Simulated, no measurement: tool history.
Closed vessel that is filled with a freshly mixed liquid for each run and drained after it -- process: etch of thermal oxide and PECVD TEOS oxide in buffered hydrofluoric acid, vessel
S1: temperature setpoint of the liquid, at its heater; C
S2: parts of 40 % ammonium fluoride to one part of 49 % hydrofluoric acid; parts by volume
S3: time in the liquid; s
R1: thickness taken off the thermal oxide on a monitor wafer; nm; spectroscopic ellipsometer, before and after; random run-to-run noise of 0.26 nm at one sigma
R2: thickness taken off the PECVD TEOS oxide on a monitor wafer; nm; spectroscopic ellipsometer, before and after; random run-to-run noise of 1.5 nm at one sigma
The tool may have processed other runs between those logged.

run	hour	S1	S2	S3	R1	R2
1	0	23	9	60	76.347	240.77
2	6.5	21.5	9	60	70.399	219.42
3	7.3	24	9	60	79.982	251.01
4	15.9	24	7	60	105.79	329.81
5	21.4	24	7	85	150.3	468.71
6	22.6	23	7.5	85	132.07	416.62
7	30.6	19	10.5	85	77.346	238.03

What will run 8 give?
8	35.2	18.5	11	85	?	?

{"run 8": {"R1": 71.327, "R2": 226.36}}
